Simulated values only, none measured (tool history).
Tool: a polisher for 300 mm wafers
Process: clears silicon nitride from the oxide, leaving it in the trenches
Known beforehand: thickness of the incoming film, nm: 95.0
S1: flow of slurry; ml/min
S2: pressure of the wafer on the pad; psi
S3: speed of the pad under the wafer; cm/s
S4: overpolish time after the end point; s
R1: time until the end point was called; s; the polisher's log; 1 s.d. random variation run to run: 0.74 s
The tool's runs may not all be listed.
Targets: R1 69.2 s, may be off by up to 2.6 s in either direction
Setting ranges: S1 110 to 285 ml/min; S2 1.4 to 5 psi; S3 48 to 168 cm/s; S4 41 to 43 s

| run | hour | S1 | S2 | S3 | S4 | R1 |
|---|---|---|---|---|---|---|
| 1 | 0 | 180 | 3.2 | 108 | 41 | 97.512 |
| 2 | 5.2 | 180 | 2.5 | 108 | 41 | 123.16 |
| 3 | 13 | 145 | 2.5 | 108 | 41 | 127.26 |
| 4 | 14.4 | 150 | 2.8 | 108 | 41 | 112.12 |
| 5 | 19.1 | 150 | 3 | 108 | 41 | 106.59 |
| 6 | 23.8 | 185 | 3 | 108 | 41 | 101.99 |
| 7 | 29.3 | 190 | 3.2 | 108 | 41 | 97.15 |
|  | 32.9 | worn pad replaced by a new one |
| 8 | 32.9 | 190 | 3.4 | 108 | 41 | 82.952 |
| 9 | 39.7 | 195 | 3.5 | 108 | 41 | 81.486 |
| 10 | 43.4 | 200 | 3.6 | 108 | 41 | 79.82 |
| 11 | 52 | 205 | 3.7 | 108 | 41 | 74.986 |
| 12 | 57.6 | 210 | 3.7 | 108 | 41 | 76.891 |
| 13 | 65.1 | 210 | 3.9 | 108 | 41 | 71.966 |
| 14 | 71.2 | 215 | 3.9 | 108 | 41 | 72.333 |

5 candidate next runs follow, results not yet known. Just one meets every target within its allowed miss. Identify it.
| A | 77.3 | 220 | 4.4 | 86 | 41 | ? |
| B | 77.3 | 200 | 4.2 | 88 | 43 | ? |
| C | 77.3 | 190 | 3.9 | 118 | 41 | ? |
| D | 77.3 | 215 | 3.9 | 100 | 43 | ? |
| E | 77.3 | 215 | 4 | 94 | 43 | ? |

| move | R1 |
|---|---|
| A | 74.038 |
| B | 77.289 |
| C | 70.058 |
| D | 76.519 |
| E | 77.427 |
A: moves away from the targets compared with the last run
B: moves away from the targets compared with the last run
C: meets every target
D: moves away from the targets compared with the last run
E: moves away from the targets compared with the last run
Move C is the one to make.
